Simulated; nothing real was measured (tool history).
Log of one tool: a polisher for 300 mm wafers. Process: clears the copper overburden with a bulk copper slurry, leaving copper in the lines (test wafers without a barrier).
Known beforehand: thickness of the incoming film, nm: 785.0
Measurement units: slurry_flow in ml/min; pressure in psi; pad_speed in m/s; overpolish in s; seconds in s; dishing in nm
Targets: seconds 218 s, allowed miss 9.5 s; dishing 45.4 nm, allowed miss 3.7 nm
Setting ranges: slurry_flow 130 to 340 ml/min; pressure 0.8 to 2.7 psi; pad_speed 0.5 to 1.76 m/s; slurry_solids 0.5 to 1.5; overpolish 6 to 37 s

Run 1, day 0: slurry_flow 220 ml/min, pressure 1.7 psi, pad_speed 1.12 m/s, slurry_solids 1, overpolish 19 s. Result: seconds 142.71 s, dishing 57.339 nm.
Run 2, day 0.104: slurry_flow 220 ml/min, pressure 1.6 psi, pad_speed 1.12 m/s, slurry_solids 1, overpolish 19 s. Result: seconds 153.28 s, dishing 53.218 nm.
Run 3, day 0.362: slurry_flow 220 ml/min, pressure 1.5 psi, pad_speed 1.12 m/s, slurry_solids 1, overpolish 20 s. Result: seconds 162.99 s, dishing 51.854 nm.
Run 4, day 0.417: slurry_flow 220 ml/min, pressure 1.4 psi, pad_speed 1.12 m/s, slurry_solids 1, overpolish 21 s. Result: seconds 175.5 s, dishing 51.172 nm.
Run 5, day 0.7: slurry_flow 220 ml/min, pressure 1.4 psi, pad_speed 1.12 m/s, slurry_solids 1, overpolish 16 s. Result: seconds 174.11 s, dishing 44.557 nm.
Run 6, day 0.958: slurry_flow 220 ml/min, pressure 1.4 psi, pad_speed 1.12 m/s, slurry_solids 1.15, overpolish 16 s. Result: seconds 167.6 s, dishing 44.876 nm.
Run 7, day 1.088: slurry_flow 220 ml/min, pressure 1.4 psi, pad_speed 1.12 m/s, slurry_solids 1.15, overpolish 16 s. Result: seconds 170.04 s, dishing 45.545 nm.
Run 8, day 1.304: slurry_flow 220 ml/min, pressure 1.4 psi, pad_speed 1.12 m/s, slurry_solids 1.15, overpolish 17 s. Result: seconds 166.95 s, dishing 45.02 nm.

Which single option among these 4 for the next run brings every result within its allowed miss of target? Just one does.
Run A, day 1.521: slurry_flow 185 ml/min, pressure 1.7 psi, pad_speed 1.32 m/s, slurry_solids 1.25, overpolish 11 s. Result: seconds ?, dishing ?.
Run B, day 1.521: slurry_flow 195 ml/min, pressure 1.3 psi, pad_speed 0.92 m/s, slurry_solids 1.1, overpolish 22 s. Result: seconds ?, dishing ?.
Run C, day 1.521: slurry_flow 225 ml/min, pressure 1.4 psi, pad_speed 1.64 m/s, slurry_solids 1.3, overpolish 11 s. Result: seconds ?, dishing ?.
Run D, day 1.521: slurry_flow 200 ml/min, pressure 1.3 psi, pad_speed 0.72 m/s, slurry_solids 1.35, overpolish 22 s. Result: seconds ?, dishing ?.

move  seconds  dishing
   A    117.3   44.817
   B    218.3   45.164
   C   111.66   45.045
   D   253.98   41.226
A: its largest miss is bigger than the last run's
B: every result within its allowed miss
C: its largest miss is bigger than the last run's
D: carries the result that was furthest off beyond its target, to the other side
Go with B: it meets all targets.

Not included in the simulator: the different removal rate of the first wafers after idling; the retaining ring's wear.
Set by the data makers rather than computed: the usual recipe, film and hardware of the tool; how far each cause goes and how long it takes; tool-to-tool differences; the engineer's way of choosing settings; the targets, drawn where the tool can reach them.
